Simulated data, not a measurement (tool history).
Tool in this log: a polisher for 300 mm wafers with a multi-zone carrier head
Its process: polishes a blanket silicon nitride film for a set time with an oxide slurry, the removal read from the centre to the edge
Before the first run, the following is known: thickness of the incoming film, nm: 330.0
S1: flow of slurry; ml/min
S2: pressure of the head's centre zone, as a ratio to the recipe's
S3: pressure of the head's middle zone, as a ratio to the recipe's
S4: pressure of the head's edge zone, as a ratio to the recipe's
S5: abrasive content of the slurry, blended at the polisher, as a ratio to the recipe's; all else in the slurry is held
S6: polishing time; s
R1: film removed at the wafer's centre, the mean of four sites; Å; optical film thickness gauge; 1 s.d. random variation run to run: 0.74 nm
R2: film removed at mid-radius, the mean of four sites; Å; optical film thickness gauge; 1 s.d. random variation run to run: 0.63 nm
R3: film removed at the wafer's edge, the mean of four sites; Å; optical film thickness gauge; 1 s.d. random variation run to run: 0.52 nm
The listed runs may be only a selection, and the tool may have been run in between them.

Run 1, day 0: S1 290 ml/min, S2 1, S3 1, S4 1, S5 1, S6 42 s. Result: R1 375.02 Å, R2 376.69 Å, R3 398.12 Å.
Run 2, day 0.279: S1 290 ml/min, S2 1, S3 0.93, S4 1, S5 1, S6 42 s. Result: R1 377.57 Å, R2 373.48 Å, R3 401.29 Å.
Run 3, day 0.375: S1 295 ml/min, S2 1.02, S3 0.93, S4 1, S5 1.1, S6 42 s. Result: R1 418.76 Å, R2 398.8 Å, R3 410.15 Å.
Run 4, day 0.683: S1 295 ml/min, S2 1.02, S3 0.93, S4 1, S5 1, S6 42 s. Result: R1 392.35 Å, R2 366.41 Å, R3 389.62 Å.
Run 5, day 0.879: S1 290 ml/min, S2 1.02, S3 0.92, S4 1.03, S5 1.1, S6 42 s. Result: R1 403.04 Å, R2 387.76 Å, R3 419.95 Å.
Run 6, day 1.129: S1 290 ml/min, S2 1.04, S3 0.92, S4 1.05, S5 1.15, S6 42 s. Result: R1 428.7 Å, R2 387.09 Å, R3 432.99 Å.
Run 7, day 1.412: S1 295 ml/min, S2 1.04, S3 0.93, S4 1.05, S5 1.2, S6 42 s. Result: R1 431.19 Å, R2 408.15 Å, R3 435.16 Å.

Estimate the outcome of run 8 from the log above:
Run 8, day 1.562: S1 295 ml/min, S2 1.05, S3 0.93, S4 1.07, S5 1.25, S6 42 s. Result: R1 ?, R2 ?, R3 ?.

R1: 444.8 Å
R2: 409.68 Å
R3: 448.82 Å
